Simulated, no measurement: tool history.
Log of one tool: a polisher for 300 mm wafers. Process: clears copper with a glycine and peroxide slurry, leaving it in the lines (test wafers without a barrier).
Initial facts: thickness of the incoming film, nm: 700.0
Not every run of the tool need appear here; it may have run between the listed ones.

| run | day | flow of slurry (ml/min) | pressure of the wafer on the pad (psi) | speed of the pad under the wafer (m/s) | overpolish time after the end point (s) | time until the end point was called (s) | dishing of a wide line in a test structure (nm) |
|---|---|---|---|---|---|---|---|
| 1 | 0.000 | 170 | 2.4 | 1.16 | 28 | 139.49 | 76.674 |
| 2 | 0.142 | 170 | 2.4 | 1.16 | 23 | 136.54 | 66.252 |
| 3 | 0.429 | 165 | 2.3 | 1.26 | 20 | 138.78 | 61.221 |
| 4 | 0.771 | 165 | 2.3 | 1.12 | 20 | 148.65 | 56.962 |
| 5 | 1.008 | 180 | 2.4 | 1.10 | 18 | 141.74 | 55.441 |
| 6 | 1.275 | 195 | 2.5 | 1.08 | 16 | 137.32 | 53.636 |

Run 7 comes next. What will it give?
| 7 | 1.538 | 205 | 2.6 | 1.08 | 15 | ? | ? |

Logged for run 7: time until the end point was called (s) 130.33, dishing of a wide line in a test structure (nm) 51.340.
